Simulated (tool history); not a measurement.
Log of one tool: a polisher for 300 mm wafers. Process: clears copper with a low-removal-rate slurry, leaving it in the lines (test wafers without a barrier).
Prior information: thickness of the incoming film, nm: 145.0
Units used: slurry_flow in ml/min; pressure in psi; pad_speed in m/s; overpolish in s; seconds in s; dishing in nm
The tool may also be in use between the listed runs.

run,hour,slurry_flow,pressure,pad_speed,slurry_solids,overpolish,seconds,dishing
1,0,295,2.1,0.92,1,27,66.36,36.484
2,1.3,295,2.1,0.92,1,26,67.34,35.906
3,6,295,2.1,0.92,1,32,64.789,42.548
4,11.8,295,2.1,0.92,1,28,63.335,38.129
5,17.6,295,2.1,0.92,1,26,64.905,35.899
6,24.2,295,2.1,1,1,26,62.009,37.396

Run 7 has not been measured yet. What should we expect?
7,25.6,295,2,1,1,25,?,?

{"run 7": {"seconds": 64.571, "dishing": 35.427}}

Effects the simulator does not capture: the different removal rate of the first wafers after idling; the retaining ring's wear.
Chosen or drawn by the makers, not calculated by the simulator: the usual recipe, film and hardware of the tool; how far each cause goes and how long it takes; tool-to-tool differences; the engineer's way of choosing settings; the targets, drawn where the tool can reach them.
